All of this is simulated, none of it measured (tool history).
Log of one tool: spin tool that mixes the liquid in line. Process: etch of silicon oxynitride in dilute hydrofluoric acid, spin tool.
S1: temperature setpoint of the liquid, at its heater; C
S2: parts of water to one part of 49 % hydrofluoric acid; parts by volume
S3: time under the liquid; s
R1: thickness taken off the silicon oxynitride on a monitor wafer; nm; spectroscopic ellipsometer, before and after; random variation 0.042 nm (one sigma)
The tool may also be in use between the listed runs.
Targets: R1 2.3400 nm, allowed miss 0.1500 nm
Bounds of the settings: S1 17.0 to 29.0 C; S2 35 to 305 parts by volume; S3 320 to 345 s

Run 1, hour 0.0: S1 21.0 C, S2 170 parts by volume, S3 320 s. Result: R1 2.9622 nm.
Run 2, hour 0.6: S1 20.5 C, S2 175 parts by volume, S3 320 s. Result: R1 2.7267 nm.
Run 3, hour 2.4: S1 20.5 C, S2 175 parts by volume, S3 345 s. Result: R1 3.0602 nm.
Run 4, hour 4.5: S1 20.5 C, S2 150 parts by volume, S3 345 s. Result: R1 3.6384 nm.
At hour 6.4: hydrofluoric acid flow meter replaced.
Run 5, hour 6.4: S1 20.0 C, S2 160 parts by volume, S3 345 s. Result: R1 3.4927 nm.
Run 6, hour 10.8: S1 23.5 C, S2 160 parts by volume, S3 345 s. Result: R1 4.2213 nm.
Run 7, hour 18.3: S1 22.5 C, S2 165 parts by volume, S3 345 s. Result: R1 3.8321 nm.
Run 8, hour 25.3: S1 21.5 C, S2 170 parts by volume, S3 345 s. Result: R1 3.5613 nm.
Run 9, hour 32.0: S1 21.0 C, S2 175 parts by volume, S3 345 s. Result: R1 3.3072 nm.
Run 10, hour 40.2: S1 20.5 C, S2 180 parts by volume, S3 345 s. Result: R1 3.1291 nm.
Run 11, hour 47.5: S1 20.0 C, S2 185 parts by volume, S3 345 s. Result: R1 2.9684 nm.

4 next moves are on the table. One of them brings every result within its allowed miss. Which?
Run A, hour 54.8: S1 18.0 C, S2 205 parts by volume, S3 340 s. Result: R1 ?.
Run B, hour 54.8: S1 18.0 C, S2 145 parts by volume, S3 345 s. Result: R1 ?.
Run C, hour 54.8: S1 20.0 C, S2 170 parts by volume, S3 340 s. Result: R1 ?.
Run D, hour 54.8: S1 24.0 C, S2 200 parts by volume, S3 345 s. Result: R1 ?.

move      R1
   A  2.3145
   B  3.4472
   C  3.1369
   D  3.1819
A: meets every target
B: further off than the last run
C: further off than the last run
D: further off than the last run
Answer: A

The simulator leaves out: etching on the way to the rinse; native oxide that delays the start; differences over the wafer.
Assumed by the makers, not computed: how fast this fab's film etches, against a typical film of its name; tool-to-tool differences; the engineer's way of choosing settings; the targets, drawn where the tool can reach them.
